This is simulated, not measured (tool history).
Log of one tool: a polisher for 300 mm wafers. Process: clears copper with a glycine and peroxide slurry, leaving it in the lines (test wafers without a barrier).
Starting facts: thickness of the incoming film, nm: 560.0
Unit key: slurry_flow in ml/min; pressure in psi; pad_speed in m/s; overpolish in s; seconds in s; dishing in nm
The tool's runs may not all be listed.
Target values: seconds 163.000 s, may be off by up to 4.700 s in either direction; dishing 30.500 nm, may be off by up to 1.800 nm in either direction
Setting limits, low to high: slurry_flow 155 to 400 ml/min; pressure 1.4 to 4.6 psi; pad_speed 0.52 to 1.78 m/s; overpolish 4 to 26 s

run 1 hour=0.0 | slurry_flow=255 pressure=3.0 pad_speed=1.14 overpolish=13 | seconds=83.367 dishing=45.301
run 2 hour=6.9 | slurry_flow=255 pressure=3.0 pad_speed=1.14 overpolish=10 | seconds=83.455 dishing=37.744
run 3 hour=9.2 | slurry_flow=255 pressure=3.0 pad_speed=1.14 overpolish=14 | seconds=82.419 dishing=45.252
run 4 hour=18.0 | slurry_flow=250 pressure=2.5 pad_speed=1.06 overpolish=14 | seconds=102.040 dishing=40.897
run 5 hour=22.1 | slurry_flow=250 pressure=1.9 pad_speed=1.06 overpolish=14 | seconds=128.020 dishing=34.912
run 6 hour=29.4 | slurry_flow=310 pressure=1.9 pad_speed=1.06 overpolish=14 | seconds=124.790 dishing=35.597
run 7 hour=36.0 | slurry_flow=310 pressure=1.7 pad_speed=1.02 overpolish=14 | seconds=137.390 dishing=33.802
run 8 hour=38.5 | slurry_flow=310 pressure=1.6 pad_speed=1.00 overpolish=14 | seconds=148.090 dishing=31.197
run 9 hour=40.2 | slurry_flow=310 pressure=1.5 pad_speed=0.98 overpolish=14 | seconds=156.200 dishing=30.948

4 candidate next runs follow, results not yet known. Just one meets every target within its allowed miss. Identify it.
run A hour=41.9 | slurry_flow=340 pressure=1.7 pad_speed=0.94 overpolish=11 | seconds=? dishing=?
run B hour=41.9 | slurry_flow=380 pressure=1.8 pad_speed=0.84 overpolish=14 | seconds=? dishing=?
run C hour=41.9 | slurry_flow=275 pressure=1.8 pad_speed=0.80 overpolish=14 | seconds=? dishing=?
run D hour=41.9 | slurry_flow=315 pressure=1.4 pad_speed=1.18 overpolish=12 | seconds=? dishing=?

move=A seconds=147.630 dishing=26.793
move=B seconds=152.340 dishing=31.663
move=C seconds=162.240 dishing=30.276
move=D seconds=145.020 dishing=28.790
A: lands further from the targets than the last run did
B: lands further from the targets than the last run did
C: all results land within tolerance of their targets
D: lands further from the targets than the last run did
Move C is the one to make.
